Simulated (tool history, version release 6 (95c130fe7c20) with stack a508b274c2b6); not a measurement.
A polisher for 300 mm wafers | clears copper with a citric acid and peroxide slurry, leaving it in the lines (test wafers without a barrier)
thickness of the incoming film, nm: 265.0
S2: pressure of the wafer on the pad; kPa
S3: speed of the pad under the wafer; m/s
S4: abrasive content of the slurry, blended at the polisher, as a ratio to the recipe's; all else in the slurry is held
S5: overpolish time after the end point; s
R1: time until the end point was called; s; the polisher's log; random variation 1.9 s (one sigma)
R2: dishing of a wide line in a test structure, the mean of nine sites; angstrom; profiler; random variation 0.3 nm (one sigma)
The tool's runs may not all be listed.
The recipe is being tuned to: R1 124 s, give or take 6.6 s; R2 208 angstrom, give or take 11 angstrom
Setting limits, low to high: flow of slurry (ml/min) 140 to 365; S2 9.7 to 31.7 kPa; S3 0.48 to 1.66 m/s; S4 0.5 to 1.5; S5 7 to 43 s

{"run": 1, "hour": 0.0, "flow of slurry (ml/min)": 235, "S2": 20.7, "S3": 1.06, "S4": 1, "S5": 22, "R1": 108.33, "R2": 382.54}
{"run": 2, "hour": 2.7, "flow of slurry (ml/min)": 260, "S2": 20.7, "S3": 1.06, "S4": 1, "S5": 22, "R1": 105.67, "R2": 369.68}
{"run": 3, "hour": 10.4, "flow of slurry (ml/min)": 280, "S2": 19.3, "S3": 1.06, "S4": 1, "S5": 19, "R1": 109.96, "R2": 314.97}
{"run": 4, "hour": 17.4, "flow of slurry (ml/min)": 280, "S2": 19.3, "S3": 0.94, "S4": 1, "S5": 19, "R1": 123.15, "R2": 296.05}
{"run": 5, "hour": 18.7, "flow of slurry (ml/min)": 285, "S2": 18.6, "S3": 0.96, "S4": 1, "S5": 16, "R1": 124.21, "R2": 247.85}
{"hour": 22.0, "done": "head pressure recalibrated"}
{"run": 6, "hour": 22.0, "flow of slurry (ml/min)": 285, "S2": 18.6, "S3": 0.82, "S4": 1, "S5": 16, "R1": 139.82, "R2": 216.44}
{"run": 7, "hour": 30.6, "flow of slurry (ml/min)": 290, "S2": 19.3, "S3": 0.82, "S4": 1, "S5": 15, "R1": 137.74, "R2": 209.56}
{"run": 8, "hour": 38.2, "flow of slurry (ml/min)": 295, "S2": 20, "S3": 0.82, "S4": 1, "S5": 14, "R1": 132.22, "R2": 207.97}

Of the 4 settings listed for the next run, only one would bring every result within its allowed miss of target. Which one?
{"run": "A", "hour": 45.8, "flow of slurry (ml/min)": 355, "S2": 20, "S3": 0.74, "S4": 1, "S5": 15, "R1": "?", "R2": "?"}
{"run": "B", "hour": 45.8, "flow of slurry (ml/min)": 360, "S2": 20.7, "S3": 0.86, "S4": 1, "S5": 13, "R1": "?", "R2": "?"}
{"run": "C", "hour": 45.8, "flow of slurry (ml/min)": 315, "S2": 17.9, "S3": 0.82, "S4": 1.1, "S5": 14, "R1": "?", "R2": "?"}
{"run": "D", "hour": 45.8, "flow of slurry (ml/min)": 295, "S2": 17.9, "S3": 0.92, "S4": 0.95, "S5": 15, "R1": "?", "R2": "?"}

move=A R1=145.11 R2=208.08
move=B R1=128.82 R2=203.68
move=C R1=148.33 R2=190.73
move=D R1=143.95 R2=208.91
A: lands further from the targets than the last run did
B: hits every target within its allowed miss
C: lands further from the targets than the last run did
D: lands further from the targets than the last run did
Answer: B

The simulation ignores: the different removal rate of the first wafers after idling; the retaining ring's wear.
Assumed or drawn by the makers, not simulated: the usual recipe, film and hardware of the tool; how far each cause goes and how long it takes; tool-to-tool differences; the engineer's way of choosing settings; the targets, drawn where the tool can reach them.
